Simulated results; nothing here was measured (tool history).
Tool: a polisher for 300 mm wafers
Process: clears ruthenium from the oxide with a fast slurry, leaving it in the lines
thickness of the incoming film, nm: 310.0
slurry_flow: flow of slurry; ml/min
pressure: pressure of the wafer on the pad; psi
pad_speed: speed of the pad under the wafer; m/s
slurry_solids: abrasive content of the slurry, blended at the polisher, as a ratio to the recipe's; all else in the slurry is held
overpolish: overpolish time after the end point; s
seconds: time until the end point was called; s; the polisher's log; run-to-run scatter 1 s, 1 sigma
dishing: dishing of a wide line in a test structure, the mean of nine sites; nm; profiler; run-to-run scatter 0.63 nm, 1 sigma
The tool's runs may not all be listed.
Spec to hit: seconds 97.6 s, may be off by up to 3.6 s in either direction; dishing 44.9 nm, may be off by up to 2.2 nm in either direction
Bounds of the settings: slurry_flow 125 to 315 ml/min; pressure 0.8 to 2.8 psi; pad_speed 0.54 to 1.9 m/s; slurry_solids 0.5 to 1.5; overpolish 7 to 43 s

Run 1, hour 0: slurry_flow 205 ml/min, pressure 1.8 psi, pad_speed 1.22 m/s, slurry_solids 1, overpolish 22 s. Result: seconds 81.868 s, dishing 67.853 nm.
Run 2, hour 8.8: slurry_flow 205 ml/min, pressure 2.1 psi, pad_speed 1.22 m/s, slurry_solids 1, overpolish 22 s. Result: seconds 69.872 s, dishing 75.58 nm.
Run 3, hour 17.9: slurry_flow 205 ml/min, pressure 2.1 psi, pad_speed 1.22 m/s, slurry_solids 1.1, overpolish 22 s. Result: seconds 66.572 s, dishing 76.44 nm.
Run 4, hour 18.7: slurry_flow 205 ml/min, pressure 2.1 psi, pad_speed 1.22 m/s, slurry_solids 0.9, overpolish 22 s. Result: seconds 74.618 s, dishing 71.339 nm.
Run 5, hour 27.7: slurry_flow 205 ml/min, pressure 2.1 psi, pad_speed 1.22 m/s, slurry_solids 0.75, overpolish 22 s. Result: seconds 84.296 s, dishing 63.509 nm.
Run 6, hour 32.2: slurry_flow 205 ml/min, pressure 2.1 psi, pad_speed 1.22 m/s, slurry_solids 0.75, overpolish 28 s. Result: seconds 85.248 s, dishing 77.371 nm.
Run 7, hour 34.9: slurry_flow 205 ml/min, pressure 2.1 psi, pad_speed 1.22 m/s, slurry_solids 0.75, overpolish 28 s. Result: seconds 83.617 s, dishing 76.274 nm.
Run 8, hour 39.4: slurry_flow 210 ml/min, pressure 2 psi, pad_speed 1.2 m/s, slurry_solids 0.75, overpolish 24 s. Result: seconds 89.606 s, dishing 64.355 nm.
Run 9, hour 43.3: slurry_flow 215 ml/min, pressure 2 psi, pad_speed 1.2 m/s, slurry_solids 0.75, overpolish 21 s. Result: seconds 88.502 s, dishing 58.974 nm.
Run 10, hour 49.5: slurry_flow 215 ml/min, pressure 1.9 psi, pad_speed 1.2 m/s, slurry_solids 0.75, overpolish 19 s. Result: seconds 93.946 s, dishing 51.505 nm.

Exercise: of the 5 proposed moves below, exactly one satisfies all targets within the stated allowed misses. Which move is it?
Run A, hour 55.7: slurry_flow 170 ml/min, pressure 1.7 psi, pad_speed 1.16 m/s, slurry_solids 0.95, overpolish 19 s. Result: seconds ?, dishing ?.
Run B, hour 55.7: slurry_flow 315 ml/min, pressure 1.4 psi, pad_speed 1.56 m/s, slurry_solids 0.7, overpolish 17 s. Result: seconds ?, dishing ?.
Run C, hour 55.7: slurry_flow 180 ml/min, pressure 1.9 psi, pad_speed 1.24 m/s, slurry_solids 0.7, overpolish 20 s. Result: seconds ?, dishing ?.
Run D, hour 55.7: slurry_flow 235 ml/min, pressure 1.8 psi, pad_speed 1.1 m/s, slurry_solids 0.75, overpolish 19 s. Result: seconds ?, dishing ?.
Run E, hour 55.7: slurry_flow 205 ml/min, pressure 2 psi, pad_speed 1.14 m/s, slurry_solids 0.8, overpolish 14 s. Result: seconds ?, dishing ?.

move  seconds  dishing
   A   97.116    50.15
   B   100.01   44.208
   C   99.684   51.286
   D   107.78   45.683
   E   91.391   40.219
A: nearer the targets than the last run, but a result is still out of spec
B: in spec on every target
C: just as far off the targets as the last run
D: brings the result that was furthest off to its target, and leaves another outside
E: carries the result that was furthest off beyond its target, to the other side
B is the move that brings every result within its allowed miss.
